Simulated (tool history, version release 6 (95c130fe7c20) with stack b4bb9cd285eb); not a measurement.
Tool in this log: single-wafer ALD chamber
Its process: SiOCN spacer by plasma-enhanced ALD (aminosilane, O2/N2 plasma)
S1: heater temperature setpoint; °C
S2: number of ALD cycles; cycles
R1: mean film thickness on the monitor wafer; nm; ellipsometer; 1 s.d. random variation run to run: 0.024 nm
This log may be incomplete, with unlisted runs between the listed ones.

run 1 hour=0 | S1=395 S2=72 | R1=4.2497
run 2 hour=1.8 | S1=390 S2=72 | R1=4.2461
run 3 hour=5.3 | S1=390 S2=73 | R1=4.3039
run 4 hour=8 | S1=384 S2=73 | R1=4.2941
run 5 hour=14.9 | S1=384 S2=74 | R1=4.3731
run 6 hour=17.4 | S1=384 S2=75 | R1=4.4232
run 7 hour=25.8 | S1=384 S2=76 | R1=4.4677
run 8 hour=28.8 | S1=384 S2=77 | R1=4.5117

The next listed run, before its measurement:
run 9 hour=35.9 | S1=384 S2=78 | R1=?

Run 9 yielded R1 4.6351 nm.
